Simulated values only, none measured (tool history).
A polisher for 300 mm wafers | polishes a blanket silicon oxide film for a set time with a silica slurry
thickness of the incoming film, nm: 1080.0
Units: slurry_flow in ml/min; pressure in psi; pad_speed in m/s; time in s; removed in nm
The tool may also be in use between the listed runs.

| run | hour | slurry_flow | pressure | pad_speed | slurry_solids | time | removed |
|---|---|---|---|---|---|---|---|
| 1 | 0.0 | 150 | 3.5 | 1.02 | 1.0 | 45 | 98.981 |
| 2 | 1.6 | 150 | 3.5 | 0.92 | 1.0 | 45 | 92.762 |
| 3 | 9.1 | 150 | 3.5 | 0.92 | 1.0 | 40 | 81.909 |
| 4 | 11.7 | 150 | 3.2 | 0.92 | 1.0 | 40 | 75.900 |
| 5 | 17.8 | 150 | 3.2 | 0.92 | 1.0 | 45 | 86.001 |
| 6 | 19.4 | 150 | 2.9 | 0.92 | 1.0 | 45 | 76.137 |
| 7 | 22.4 | 150 | 2.6 | 0.88 | 1.0 | 45 | 66.525 |

Forecast run 8:
| 8 | 25.3 | 150 | 2.4 | 0.86 | 1.0 | 45 | ? |

{"run 8": {"removed": 60.405}}
